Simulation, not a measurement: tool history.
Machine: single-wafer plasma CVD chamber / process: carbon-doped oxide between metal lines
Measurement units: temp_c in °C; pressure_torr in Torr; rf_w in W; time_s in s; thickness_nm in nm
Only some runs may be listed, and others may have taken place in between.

Run 1, hour 0.0: temp_c 370 °C, pressure_torr 4.22 Torr, rf_w 660 W, time_s 25.2 s. Result: thickness_nm 148.97 nm.
Run 2, hour 6.6: temp_c 370 °C, pressure_torr 4.22 Torr, rf_w 705 W, time_s 25.2 s. Result: thickness_nm 155.59 nm.
Run 3, hour 10.7: temp_c 370 °C, pressure_torr 4.22 Torr, rf_w 785 W, time_s 25.2 s. Result: thickness_nm 167.96 nm.
Run 4, hour 14.6: temp_c 370 °C, pressure_torr 4.22 Torr, rf_w 785 W, time_s 25.2 s. Result: thickness_nm 167.42 nm.
Run 5, hour 16.8: temp_c 370 °C, pressure_torr 4.22 Torr, rf_w 745 W, time_s 25.2 s. Result: thickness_nm 163.38 nm.
Run 6, hour 22.8: temp_c 372 °C, pressure_torr 3.95 Torr, rf_w 690 W, time_s 25.2 s. Result: thickness_nm 151.46 nm.
Run 7, hour 28.5: temp_c 374 °C, pressure_torr 3.71 Torr, rf_w 655 W, time_s 25.2 s. Result: thickness_nm 145.65 nm.

What will run 8 give?
Run 8, hour 30.4: temp_c 380 °C, pressure_torr 3.13 Torr, rf_w 550 W, time_s 25.2 s. Result: thickness_nm ?.

Run 8 gave thickness_nm 125.25 nm.
